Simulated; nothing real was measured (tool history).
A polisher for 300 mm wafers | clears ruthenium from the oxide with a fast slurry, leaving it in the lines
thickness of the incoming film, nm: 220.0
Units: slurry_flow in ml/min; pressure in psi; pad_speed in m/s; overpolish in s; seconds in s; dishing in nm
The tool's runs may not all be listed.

Run 1, hour 0: slurry_flow 280 ml/min, pressure 3.1 psi, pad_speed 0.76 m/s, slurry_solids 1, overpolish 23 s. Result: seconds 60.456 s, dishing 62.852 nm.
Run 2, hour 6.5: slurry_flow 280 ml/min, pressure 3.1 psi, pad_speed 0.76 m/s, slurry_solids 1.15, overpolish 23 s. Result: seconds 56.49 s, dishing 67.812 nm.
Run 3, hour 15.3: slurry_flow 280 ml/min, pressure 2.7 psi, pad_speed 0.72 m/s, slurry_solids 1.15, overpolish 25 s. Result: seconds 64.825 s, dishing 62.487 nm.
Run 4, hour 23.7: slurry_flow 280 ml/min, pressure 2.7 psi, pad_speed 0.88 m/s, slurry_solids 1.15, overpolish 25 s. Result: seconds 56.969 s, dishing 72.158 nm.
Run 5, hour 28.5: slurry_flow 280 ml/min, pressure 2.4 psi, pad_speed 0.82 m/s, slurry_solids 1.15, overpolish 27 s. Result: seconds 65.14 s, dishing 68.264 nm.
Run 6, hour 36: slurry_flow 280 ml/min, pressure 3 psi, pad_speed 0.82 m/s, slurry_solids 1.15, overpolish 27 s. Result: seconds 54.347 s, dishing 75.106 nm.
Run 7, hour 41.5: slurry_flow 280 ml/min, pressure 2.6 psi, pad_speed 0.76 m/s, slurry_solids 1.15, overpolish 28 s. Result: seconds 64.898 s, dishing 68.901 nm.

The next listed run, before its measurement:
Run 8, hour 42.4: slurry_flow 280 ml/min, pressure 2.3 psi, pad_speed 0.72 m/s, slurry_solids 1.15, overpolish 29 s. Result: seconds ?, dishing ?.

{"run 8": {"seconds": 75.046, "dishing": 63.616}}

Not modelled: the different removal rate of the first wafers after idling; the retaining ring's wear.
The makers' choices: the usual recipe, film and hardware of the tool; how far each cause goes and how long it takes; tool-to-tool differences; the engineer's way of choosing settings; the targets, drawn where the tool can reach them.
